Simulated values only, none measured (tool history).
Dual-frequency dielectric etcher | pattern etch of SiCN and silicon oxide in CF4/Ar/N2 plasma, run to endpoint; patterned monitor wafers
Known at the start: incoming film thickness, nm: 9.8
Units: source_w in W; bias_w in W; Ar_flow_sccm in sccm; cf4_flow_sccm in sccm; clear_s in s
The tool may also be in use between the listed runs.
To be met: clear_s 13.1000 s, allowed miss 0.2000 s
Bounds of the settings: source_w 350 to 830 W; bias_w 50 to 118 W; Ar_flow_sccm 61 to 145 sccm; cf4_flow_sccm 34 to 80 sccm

run	hour	source_w	bias_w	Ar_flow_sccm	cf4_flow_sccm	clear_s
1	0.0	590	84	103	57	8.5838
2	2.0	530	80	104	57	9.8663
3	4.9	490	80	104	57	10.6490
4	9.5	490	80	87	57	10.2290
5	13.3	490	86	87	57	10.0370
6	21.2	490	100	87	57	9.5893
7	25.7	450	96	88	57	10.6410
8	28.4	420	95	88	57	11.5120
9	34.8	410	95	88	57	11.7890
10	41.8	400	95	88	57	12.1680
11	44.1	390	95	88	57	12.6580

Which of these 4 next moves meets every target?
A	46.4	370	107	83	58	?
B	46.4	360	104	82	60	?
C	46.4	390	96	87	56	?
D	46.4	390	91	85	62	?

move	clear_s
A	12.5240
B	12.9910
C	12.4210
D	12.4490
A: further off than the last run
B: meets every target
C: further off than the last run
D: further off than the last run
Move B is the one to make.

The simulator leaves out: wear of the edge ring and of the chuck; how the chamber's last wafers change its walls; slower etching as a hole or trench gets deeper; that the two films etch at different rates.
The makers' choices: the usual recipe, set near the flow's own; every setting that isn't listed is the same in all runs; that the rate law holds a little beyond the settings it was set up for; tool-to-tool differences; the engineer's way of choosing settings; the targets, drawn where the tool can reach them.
